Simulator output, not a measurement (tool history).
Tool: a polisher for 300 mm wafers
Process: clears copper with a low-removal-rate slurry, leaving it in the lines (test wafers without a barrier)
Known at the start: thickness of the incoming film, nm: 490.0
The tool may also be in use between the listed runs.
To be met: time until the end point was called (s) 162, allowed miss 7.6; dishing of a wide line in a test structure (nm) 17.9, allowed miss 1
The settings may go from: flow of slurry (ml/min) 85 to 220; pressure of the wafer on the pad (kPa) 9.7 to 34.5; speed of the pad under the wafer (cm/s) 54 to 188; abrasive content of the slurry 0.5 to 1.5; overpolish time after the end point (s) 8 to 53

| run | hour | flow of slurry (ml/min) | pressure of the wafer on the pad (kPa) | speed of the pad under the wafer (cm/s) | abrasive content of the slurry | overpolish time after the end point (s) | time until the end point was called (s) | dishing of a wide line in a test structure (nm) |
|---|---|---|---|---|---|---|---|---|
| 1 | 0 | 140 | 22.1 | 120 | 1 | 27 | 128.56 | 56.807 |
| 2 | 6.6 | 145 | 17.9 | 126 | 1 | 21 | 147.63 | 43.258 |
| 3 | 8.7 | 145 | 17.9 | 154 | 1 | 21 | 121.8 | 48.6 |
| 4 | 14.2 | 145 | 17.9 | 154 | 1.2 | 21 | 118.75 | 51.446 |
| 5 | 22.6 | 140 | 15.2 | 156 | 0.95 | 17 | 140.62 | 38.046 |
| 6 | 23.9 | 140 | 15.2 | 184 | 0.95 | 17 | 122.09 | 41.726 |
| 7 | 28.2 | 110 | 9.7 | 162 | 0.7 | 8 | 234.21 | 12.62 |
| 8 | 31.3 | 120 | 11 | 170 | 0.65 | 8 | 195.38 | 14.131 |
| 9 | 36.3 | 135 | 11 | 170 | 0.65 | 8 | 191.75 | 14.648 |
| 10 | 45.3 | 150 | 11 | 170 | 0.65 | 8 | 187.17 | 15.244 |
| 11 | 50.2 | 165 | 11.7 | 170 | 0.65 | 8 | 169.32 | 16.212 |
| 12 | 51.2 | 170 | 11.7 | 170 | 0.65 | 8 | 172.62 | 16.795 |
| 13 | 55 | 175 | 11.7 | 170 | 0.65 | 8 | 171.51 | 16.801 |
| 14 | 58.8 | 180 | 11.7 | 170 | 0.65 | 8 | 173.3 | 16.555 |
| 15 | 64.4 | 185 | 11.7 | 170 | 0.65 | 8 | 166.76 | 16.22 |
| 16 | 71 | 185 | 11.7 | 168 | 0.7 | 9 | 170.61 | 18.91 |
| 17 | 76.7 | 190 | 12.4 | 168 | 0.65 | 9 | 162.3 | 19.184 |
| 18 | 81.2 | 190 | 12.4 | 170 | 0.6 | 9 | 160.39 | 18.95 |
| 19 | 89.7 | 185 | 12.4 | 170 | 0.6 | 9 | 165.03 | 19.31 |
| 20 | 91.7 | 180 | 12.4 | 172 | 0.6 | 9 | 158.91 | 19.279 |
| 21 | 98.2 | 180 | 12.4 | 172 | 0.6 | 9 | 166.97 | 19.841 |
| 22 | 104.9 | 180 | 12.4 | 172 | 0.65 | 9 | 157.79 | 19.401 |

Which of these 5 next moves meets every target?
| A | 111.6 | 185 | 11 | 188 | 0.7 | 8 | ? | ? |
| B | 111.6 | 175 | 14.5 | 156 | 0.7 | 10 | ? | ? |
| C | 111.6 | 170 | 13.1 | 178 | 0.5 | 9 | ? | ? |
| D | 111.6 | 130 | 19.3 | 124 | 0.5 | 10 | ? | ? |
| E | 111.6 | 215 | 14.5 | 152 | 0.85 | 8 | ? | ? |

| move | time until the end point was called (s) | dishing of a wide line in a test structure (nm) |
|---|---|---|
| A | 160.47 | 17.517 |
| B | 150.1 | 22.903 |
| C | 152.24 | 20.531 |
| D | 157.2 | 22.286 |
| E | 145.4 | 19.358 |
A: meets every target
B: further off than the last run
C: further off than the last run
D: further off than the last run
E: further off than the last run
Move A is the one to make.
